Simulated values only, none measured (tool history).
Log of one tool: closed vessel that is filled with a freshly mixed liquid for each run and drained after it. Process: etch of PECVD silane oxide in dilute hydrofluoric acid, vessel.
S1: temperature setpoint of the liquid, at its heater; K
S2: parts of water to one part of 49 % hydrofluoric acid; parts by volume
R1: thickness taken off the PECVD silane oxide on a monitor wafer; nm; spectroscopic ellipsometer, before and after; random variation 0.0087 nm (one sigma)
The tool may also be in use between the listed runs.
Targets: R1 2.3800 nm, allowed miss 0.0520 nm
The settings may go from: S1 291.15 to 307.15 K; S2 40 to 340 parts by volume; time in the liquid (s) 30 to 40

run 1 hour=0.0 | S1=299.15 S2=190 time_in_the_liquid_(s)=40 | R1=3.7668
run 2 hour=4.5 | S1=297.15 S2=195 time_in_the_liquid_(s)=40 | R1=3.3976
run 3 hour=7.7 | S1=297.15 S2=165 time_in_the_liquid_(s)=40 | R1=4.1871
run 4 hour=14.5 | S1=295.65 S2=180 time_in_the_liquid_(s)=40 | R1=3.5313
run 5 hour=21.3 | S1=294.65 S2=190 time_in_the_liquid_(s)=40 | R1=3.1924
run 6 hour=28.8 | S1=294.65 S2=190 time_in_the_liquid_(s)=40 | R1=3.1771
run 7 hour=35.3 | S1=293.65 S2=195 time_in_the_liquid_(s)=40 | R1=2.9988
run 8 hour=37.8 | S1=293.15 S2=200 time_in_the_liquid_(s)=40 | R1=2.8212
run 9 hour=40.8 | S1=292.65 S2=205 time_in_the_liquid_(s)=40 | R1=2.7081
run 10 hour=44.1 | S1=292.65 S2=205 time_in_the_liquid_(s)=40 | R1=2.6984
run 11 hour=51.4 | S1=292.15 S2=210 time_in_the_liquid_(s)=40 | R1=2.5636
run 12 hour=52.6 | S1=291.65 S2=215 time_in_the_liquid_(s)=40 | R1=2.4474

Which of these 5 next moves meets every target?
run A hour=53.8 | S1=292.65 S2=195 time_in_the_liquid_(s)=35 | R1=?
run B hour=53.8 | S1=291.15 S2=165 time_in_the_liquid_(s)=30 | R1=?
run C hour=53.8 | S1=292.15 S2=215 time_in_the_liquid_(s)=40 | R1=?
run D hour=53.8 | S1=291.15 S2=195 time_in_the_liquid_(s)=35 | R1=?
run E hour=53.8 | S1=294.15 S2=220 time_in_the_liquid_(s)=35 | R1=?

move=A R1=2.5161
move=B R1=2.4731
move=C R1=2.5093
move=D R1=2.3722
move=E R1=2.3050
A: further off than the last run
B: further off than the last run
C: further off than the last run
D: meets every target
E: takes the result that was furthest off past its target
Answer: D
